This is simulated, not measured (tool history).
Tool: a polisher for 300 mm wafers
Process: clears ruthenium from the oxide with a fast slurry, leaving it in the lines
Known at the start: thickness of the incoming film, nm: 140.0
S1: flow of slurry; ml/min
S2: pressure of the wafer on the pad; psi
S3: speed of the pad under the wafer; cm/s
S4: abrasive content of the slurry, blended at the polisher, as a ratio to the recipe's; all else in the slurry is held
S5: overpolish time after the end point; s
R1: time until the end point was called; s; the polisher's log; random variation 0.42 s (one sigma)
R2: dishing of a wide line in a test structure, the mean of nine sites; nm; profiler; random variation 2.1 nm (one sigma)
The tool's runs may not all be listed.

run,day,S1,S2,S3,S4,S5,R1,R2
1,0,205,2.5,96,1,23,45.385,51.961
2,0.038,205,2,96,1,23,54.854,42.636
3,0.338,205,2.4,98,1,25,47.09,55.141
4,0.542,205,2.4,98,1,30,45.134,63.313
5,0.642,205,2.7,98,1,31,41.803,69.646
6,1.012,205,2.7,98,0.9,31,45.815,66.48
7,1.271,205,3,102,0.9,32,40.105,76.306
8,1.325,205,3.7,112,0.9,36,30.435,102.09
9,1.45,205,3.7,112,0.9,36,28.938,103.88
10,1.642,205,3.7,112,0.9,37,29.689,105.46
11,1.725,205,3.8,112,0.9,37,29.476,107.2

Run 12 comes next. What will it give?
12,1.9,205,3.8,114,0.9,37,?,?

{"run 12": {"R1": 28.97, "R2": 107.41}}
